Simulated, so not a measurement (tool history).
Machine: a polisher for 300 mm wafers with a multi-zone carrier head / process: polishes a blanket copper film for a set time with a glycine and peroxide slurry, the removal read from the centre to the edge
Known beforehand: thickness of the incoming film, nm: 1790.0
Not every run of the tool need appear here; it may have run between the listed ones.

run  hour  flow of slurry (ml/min)  pressure of the head's centre zone  pressure of the head's middle zone  pressure of the head's edge zone  polishing time (s)  film removed at the wafer's centre (Å)  film removed at mid-radius (Å)  film removed at the wafer's edge (Å)
  1   0.0                      235                                1.00                                1.00                              1.00                  55                                  2674.8                          2744.1                                2734.7
  2   8.2                      235                                1.00                                1.00                              0.94                  55                                  2729.2                          2770.2                                2676.2
  3  15.5                      235                                0.97                                1.00                              0.94                  55                                  2655.5                          2770.5                                2624.3
  4  17.8                      235                                1.05                                1.00                              0.94                  55                                  2841.5                          2710.7                                2636.8
  5  19.3                      200                                1.05                                1.00                              0.94                  55                                  2760.0                          2681.0                                2627.7
  6  24.8                      210                                1.06                                1.01                              1.00                  57                                  2924.3                          2785.5                                2808.4
  7  25.9                      220                                1.05                                1.02                              1.05                  59                                  3030.5                          2987.5                                2996.7
  8  27.5                      230                                1.05                                1.01                              1.09                  60                                  3034.9                          2962.6                                3050.7

For run 9, what comes out?
  9  30.6                      225                                1.05                                1.01                              1.11                  62                                       ?                               ?                                     ?

{"run 9": {"film removed at the wafer's centre (Å)": 3207.6, "film removed at mid-radius (Å)": 3039.1, "film removed at the wafer's edge (Å)": 3181.1}}
